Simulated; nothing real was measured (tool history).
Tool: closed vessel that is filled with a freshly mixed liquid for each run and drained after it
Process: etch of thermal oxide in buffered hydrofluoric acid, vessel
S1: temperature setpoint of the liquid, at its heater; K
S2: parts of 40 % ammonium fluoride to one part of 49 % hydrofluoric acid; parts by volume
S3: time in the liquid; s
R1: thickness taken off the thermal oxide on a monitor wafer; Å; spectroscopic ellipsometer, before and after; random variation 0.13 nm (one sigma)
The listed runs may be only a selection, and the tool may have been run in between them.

run 1 hour=0.0 | S1=294.15 S2=15.5 S3=30 | R1=181.76
run 2 hour=2.7 | S1=297.65 S2=15.5 S3=30 | R1=217.41
run 3 hour=7.3 | S1=297.65 S2=13.5 S3=30 | R1=251.58
run 4 hour=10.9 | S1=297.65 S2=13.5 S3=30 | R1=249.28
run 5 hour=11.8 | S1=296.65 S2=13.5 S3=30 | R1=233.93
run 6 hour=15.6 | S1=299.15 S2=13.5 S3=30 | R1=271.15
run 7 hour=18.6 | S1=297.65 S2=13.5 S3=30 | R1=252.90
run 8 hour=26.4 | S1=293.65 S2=14.5 S3=30 | R1=185.31

Expected results for the next run?
run 9 hour=28.9 | S1=293.15 S2=14.5 S3=30 | R1=?

{"run 9": {"R1": 181.41}}

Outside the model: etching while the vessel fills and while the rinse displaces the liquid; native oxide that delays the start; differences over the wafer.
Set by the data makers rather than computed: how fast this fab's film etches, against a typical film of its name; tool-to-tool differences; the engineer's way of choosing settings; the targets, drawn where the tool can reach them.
